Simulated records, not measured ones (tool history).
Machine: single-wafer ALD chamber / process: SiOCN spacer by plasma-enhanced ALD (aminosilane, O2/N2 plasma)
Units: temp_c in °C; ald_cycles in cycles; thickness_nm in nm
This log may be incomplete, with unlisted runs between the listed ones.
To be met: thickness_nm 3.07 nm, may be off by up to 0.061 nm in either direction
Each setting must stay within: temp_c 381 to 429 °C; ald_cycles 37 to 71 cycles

run  hour  temp_c  ald_cycles  thickness_nm
  1     0     405          54          2.78
  2   3.4     404          54        2.8167
  3   6.3     403          54        2.7994
  4     8     403          58        3.0185
  5  16.2     403          54        2.7803
  6  17.7     403          55        2.8519
  7  24.7     402          55        2.8256
  8    27     402          56        2.8995

Pick the move, out of 4, that brings all results within their allowed miss; only one does.
  A  29.3     407          57             ?
  B  29.3     408          63             ?
  C  29.3     394          55             ?
  D  29.3     411          61             ?

move  thickness_nm
   A        2.9504
   B        3.2498
   C        2.9099
   D        3.1143
A: moves toward the targets from the last run without getting all of them in spec
B: takes the biggest miss from the last run beyond its target
C: moves toward the targets from the last run without getting all of them in spec
D: every result lands within tolerance
Answer: D
